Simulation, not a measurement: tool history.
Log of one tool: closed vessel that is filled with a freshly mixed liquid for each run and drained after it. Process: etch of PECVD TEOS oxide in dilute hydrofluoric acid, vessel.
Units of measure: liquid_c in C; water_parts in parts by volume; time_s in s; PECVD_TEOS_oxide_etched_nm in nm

| run | hour | liquid_c | water_parts | time_s | PECVD_TEOS_oxide_etched_nm |
|---|---|---|---|---|---|
| 1 | 0 | 25 | 250 | 70 | 5.1922 |
| 2 | 4.8 | 27 | 210 | 70 | 6.9417 |
| 3 | 11.4 | 28.5 | 210 | 70 | 7.2736 |
| 4 | 18.5 | 30.5 | 210 | 70 | 7.7584 |
| 5 | 24.2 | 30.5 | 280 | 70 | 5.4356 |
| 6 | 29.2 | 31 | 235 | 70 | 6.9322 |
| 7 | 37 | 31.5 | 200 | 70 | 8.6145 |
| 8 | 38.1 | 32 | 180 | 70 | 10.024 |
| 9 | 42.8 | 32 | 180 | 70 | 9.9522 |
| 10 | 44 | 32.5 | 165 | 70 | 11.214 |
| 11 | 52.4 | 32.5 | 155 | 70 | 12.141 |

What does the tool deliver on the next run?
| 12 | 61 | 32.5 | 150 | 70 | ? |

PECVD_TEOS_oxide_etched_nm: 12.657 nm

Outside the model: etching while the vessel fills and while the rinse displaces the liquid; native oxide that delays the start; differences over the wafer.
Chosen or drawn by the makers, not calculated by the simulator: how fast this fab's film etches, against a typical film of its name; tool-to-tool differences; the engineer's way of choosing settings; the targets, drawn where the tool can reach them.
